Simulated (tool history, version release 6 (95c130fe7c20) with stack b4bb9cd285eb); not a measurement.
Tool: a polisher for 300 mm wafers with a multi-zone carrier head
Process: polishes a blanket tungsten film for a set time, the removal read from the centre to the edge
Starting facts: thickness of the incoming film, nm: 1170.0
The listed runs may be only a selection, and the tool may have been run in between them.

run	hour	flow of slurry (ml/min)	pressure of the head's centre zone	pressure of the head's middle zone	pressure of the head's edge zone	abrasive content of the slurry	polishing time (s)	film removed at the wafer's centre (Å)	film removed at mid-radius (Å)	film removed at the wafer's edge (Å)
1	0.0	205	1.00	1.00	1.00	1.00	63	3776.1	3843.0	3938.5
2	7.0	205	1.00	1.06	1.00	1.00	63	3702.6	4005.6	3917.7
3	14.9	205	1.00	1.12	1.00	1.00	63	3708.9	4229.7	3818.0
4	15.5	200	0.99	1.07	0.99	0.90	59	3393.8	3695.3	3486.8
5	18.4	200	0.99	1.07	0.94	0.90	59	3332.3	3725.3	3387.1
6	27.2	235	0.99	1.07	0.94	0.90	59	3458.2	3768.2	3422.0
7	28.6	230	0.97	1.02	0.95	0.80	56	3177.0	3334.3	3284.8
8	36.6	225	0.96	0.98	0.94	0.75	54	2974.3	3107.9	3008.3
9	38.4	170	0.95	0.88	1.04	0.65	43	2139.2	2096.9	2393.3

Run 10 comes next. What will it give?
10	39.4	180	0.96	0.88	1.05	0.65	43	?	?	?

{"run 10": {"film removed at the wafer's centre (Å)": 2256.5, "film removed at mid-radius (Å)": 2140.2, "film removed at the wafer's edge (Å)": 2450.7}}
